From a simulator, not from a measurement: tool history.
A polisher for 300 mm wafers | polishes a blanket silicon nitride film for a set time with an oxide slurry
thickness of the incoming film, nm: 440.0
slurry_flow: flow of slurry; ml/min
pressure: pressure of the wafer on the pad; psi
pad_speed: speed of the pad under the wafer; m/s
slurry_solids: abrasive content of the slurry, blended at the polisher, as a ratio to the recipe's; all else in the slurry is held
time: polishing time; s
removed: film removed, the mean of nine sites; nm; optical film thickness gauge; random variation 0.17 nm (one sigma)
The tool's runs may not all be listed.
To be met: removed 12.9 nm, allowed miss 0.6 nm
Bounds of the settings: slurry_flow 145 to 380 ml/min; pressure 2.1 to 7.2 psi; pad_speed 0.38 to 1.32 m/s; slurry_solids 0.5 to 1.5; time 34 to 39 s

run	hour	slurry_flow	pressure	pad_speed	slurry_solids	time	removed
1	0	245	4.6	0.84	1	39	26.216
2	4.4	245	3.8	0.84	1	39	22.094
3	9.9	245	4.7	0.84	1	39	27.213
4	15.4	245	5.6	0.84	1	39	32.018
# hour 16.2: slurry nozzle cleaned
5	16.2	245	4.8	0.78	1	39	26.908
6	21.9	245	5.5	0.78	1	39	30.8
7	22.9	245	4.7	0.72	1	39	25.547
8	24.3	245	4.1	0.66	0.95	39	21.099
9	25.9	245	3.6	0.62	0.95	39	17.419
10	34.5	245	3.3	0.62	0.95	39	16.115
11	40	245	3.1	0.62	0.95	39	15.154
12	45.5	245	3	0.62	0.95	39	14.777
13	50.7	245	2.9	0.62	0.95	39	14.357

Which of these 4 next moves meets every target?
A	55.9	270	2.7	0.62	1.2	39	?
B	55.9	250	3.1	0.58	0.95	38	?
C	55.9	270	2.3	0.92	1	39	?
D	55.9	245	2.5	0.66	0.95	39	?

move	removed
A	14.978
B	14.294
C	14.719
D	12.773
A: further off than the last run
B: as far off as the last run
C: further off than the last run
D: meets every target
Move D is the one to make.
